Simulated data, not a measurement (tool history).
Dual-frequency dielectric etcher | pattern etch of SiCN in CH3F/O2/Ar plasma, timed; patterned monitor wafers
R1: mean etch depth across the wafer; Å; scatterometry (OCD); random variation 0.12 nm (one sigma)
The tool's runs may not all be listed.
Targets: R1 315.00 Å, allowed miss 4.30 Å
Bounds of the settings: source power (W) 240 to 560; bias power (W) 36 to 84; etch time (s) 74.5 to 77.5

{"run": 1, "hour": 0.0, "source power (W)": 400, "bias power (W)": 60, "etch time (s)": 74.5, "R1": 274.28}
{"run": 2, "hour": 2.3, "source power (W)": 340, "bias power (W)": 60, "etch time (s)": 74.5, "R1": 259.42}
{"run": 3, "hour": 8.7, "source power (W)": 370, "bias power (W)": 61, "etch time (s)": 74.5, "R1": 268.7}
{"run": 4, "hour": 13.5, "source power (W)": 370, "bias power (W)": 61, "etch time (s)": 74.5, "R1": 270.21}
{"run": 5, "hour": 15.9, "source power (W)": 410, "bias power (W)": 61, "etch time (s)": 74.5, "R1": 281.64}
{"run": 6, "hour": 21.3, "source power (W)": 430, "bias power (W)": 61, "etch time (s)": 74.5, "R1": 284.62}
{"run": 7, "hour": 27.3, "source power (W)": 450, "bias power (W)": 61, "etch time (s)": 74.5, "R1": 290.86}
{"run": 8, "hour": 30.5, "source power (W)": 460, "bias power (W)": 61, "etch time (s)": 74.5, "R1": 294.28}
{"run": 9, "hour": 35.0, "source power (W)": 460, "bias power (W)": 61, "etch time (s)": 74.5, "R1": 292.41}
{"run": 10, "hour": 38.2, "source power (W)": 470, "bias power (W)": 61, "etch time (s)": 74.5, "R1": 295.4}
{"run": 11, "hour": 42.8, "source power (W)": 480, "bias power (W)": 61, "etch time (s)": 74.5, "R1": 295.32}
{"run": 12, "hour": 46.5, "source power (W)": 490, "bias power (W)": 61, "etch time (s)": 74.5, "R1": 299.45}

Which of these 4 next moves meets every target?
{"run": "A", "hour": 50.2, "source power (W)": 490, "bias power (W)": 68, "etch time (s)": 76.5, "R1": "?"}
{"run": "B", "hour": 50.2, "source power (W)": 500, "bias power (W)": 68, "etch time (s)": 75.0, "R1": "?"}
{"run": "C", "hour": 50.2, "source power (W)": 460, "bias power (W)": 70, "etch time (s)": 74.5, "R1": "?"}
{"run": "D", "hour": 50.2, "source power (W)": 560, "bias power (W)": 64, "etch time (s)": 74.5, "R1": "?"}

move=A R1=324.87
move=B R1=320.87
move=C R1=313.85
move=D R1=322.04
A: takes the result that was furthest off past its target
B: takes the result that was furthest off past its target
C: meets every target
D: takes the result that was furthest off past its target
Move C is the one to make.
